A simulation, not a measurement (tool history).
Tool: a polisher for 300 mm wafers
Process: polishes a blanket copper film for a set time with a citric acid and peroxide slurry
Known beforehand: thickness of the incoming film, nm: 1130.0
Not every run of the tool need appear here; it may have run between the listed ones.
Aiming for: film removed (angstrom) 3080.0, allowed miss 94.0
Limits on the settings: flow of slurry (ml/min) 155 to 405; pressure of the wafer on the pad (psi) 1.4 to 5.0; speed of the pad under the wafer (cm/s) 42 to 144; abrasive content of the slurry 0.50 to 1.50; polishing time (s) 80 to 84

run,hour,flow of slurry (ml/min),pressure of the wafer on the pad (psi),speed of the pad under the wafer (cm/s),abrasive content of the slurry,polishing time (s),film removed (angstrom)
1,0.0,260,3.2,92,1.00,80,2038.8
2,5.3,260,3.2,92,1.00,80,1985.0
3,6.8,260,3.2,102,1.00,80,2210.9
4,11.4,315,3.2,102,1.00,80,2244.5
5,16.4,315,3.3,102,1.00,80,2354.1
6,23.8,315,3.3,102,1.15,80,2402.4
7,29.4,315,3.4,102,1.15,80,2457.0
8,37.3,315,3.5,102,1.15,80,2563.4
9,45.1,315,3.6,102,1.15,80,2646.1

Of the 4 settings listed for the next run, only one would bring every result within its allowed miss of target. Which one?
A,52.9,290,4.2,100,1.05,84,?
B,52.9,285,3.0,96,1.15,80,?
C,52.9,245,3.0,110,1.20,80,?
D,52.9,305,4.2,70,1.00,80,?

move,film removed (angstrom)
A,3003.9
B,2021.3
C,2296.2
D,2007.4
A: each result inside its tolerance
B: its largest miss is bigger than the last run's
C: its largest miss is bigger than the last run's
D: its largest miss is bigger than the last run's
Answer: A
